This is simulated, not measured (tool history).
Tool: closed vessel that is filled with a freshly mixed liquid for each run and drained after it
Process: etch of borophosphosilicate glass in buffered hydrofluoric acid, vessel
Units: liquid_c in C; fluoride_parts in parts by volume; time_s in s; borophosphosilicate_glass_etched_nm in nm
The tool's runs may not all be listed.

run	hour	liquid_c	fluoride_parts	time_s	borophosphosilicate_glass_etched_nm
1	0	24	15	100	148.75
2	7.5	26.5	15	100	170.74
3	12.5	26.5	19	100	134.57
4	21.5	26.5	19	100	134.32
5	26.7	23	19	100	112.5
6	27.3	23	19	110	123.8

Run 7 comes next. What will it give?
7	29.3	25.5	18	110	?

Run 7 gave borophosphosilicate_glass_etched_nm 149.23 nm.
